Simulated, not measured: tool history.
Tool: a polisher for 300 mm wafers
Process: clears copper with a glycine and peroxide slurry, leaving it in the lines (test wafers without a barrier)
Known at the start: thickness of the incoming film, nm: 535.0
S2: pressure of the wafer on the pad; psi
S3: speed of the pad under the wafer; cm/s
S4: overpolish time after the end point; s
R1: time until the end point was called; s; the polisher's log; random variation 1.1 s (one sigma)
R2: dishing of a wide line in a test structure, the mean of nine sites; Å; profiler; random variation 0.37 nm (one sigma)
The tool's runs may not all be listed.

{"run": 1, "day": 0.0, "flow of slurry (ml/min)": 130, "S2": 2.1, "S3": 88, "S4": 13, "R1": 158.63, "R2": 333.76}
{"run": 2, "day": 0.183, "flow of slurry (ml/min)": 135, "S2": 2.1, "S3": 90, "S4": 10, "R1": 154.06, "R2": 248.92}
{"run": 3, "day": 0.221, "flow of slurry (ml/min)": 135, "S2": 1.6, "S3": 90, "S4": 10, "R1": 178.36, "R2": 222.34}
{"run": 4, "day": 0.292, "flow of slurry (ml/min)": 115, "S2": 1.6, "S3": 90, "S4": 10, "R1": 181.69, "R2": 215.06}
{"run": 5, "day": 0.392, "flow of slurry (ml/min)": 105, "S2": 1.8, "S3": 94, "S4": 8, "R1": 170.9, "R2": 197.93}
{"run": 6, "day": 0.579, "flow of slurry (ml/min)": 135, "S2": 1.8, "S3": 98, "S4": 7, "R1": 159.18, "R2": 181.42}
{"run": 7, "day": 0.9, "flow of slurry (ml/min)": 170, "S2": 2.2, "S3": 100, "S4": 4, "R1": 131.35, "R2": 124.94}
{"run": 8, "day": 1.171, "flow of slurry (ml/min)": 170, "S2": 2.2, "S3": 100, "S4": 4, "R1": 130.26, "R2": 126.42}
{"run": 9, "day": 1.525, "flow of slurry (ml/min)": 165, "S2": 2.2, "S3": 100, "S4": 4, "R1": 130.34, "R2": 131.15}
{"run": 10, "day": 1.788, "flow of slurry (ml/min)": 155, "S2": 2.2, "S3": 100, "S4": 7, "R1": 134.12, "R2": 213.27}

Forecast run 11:
{"run": 11, "day": 2.004, "flow of slurry (ml/min)": 165, "S2": 2.2, "S3": 100, "S4": 7, "R1": "?", "R2": "?"}

R1: 131.43 s
R2: 212.03 Å

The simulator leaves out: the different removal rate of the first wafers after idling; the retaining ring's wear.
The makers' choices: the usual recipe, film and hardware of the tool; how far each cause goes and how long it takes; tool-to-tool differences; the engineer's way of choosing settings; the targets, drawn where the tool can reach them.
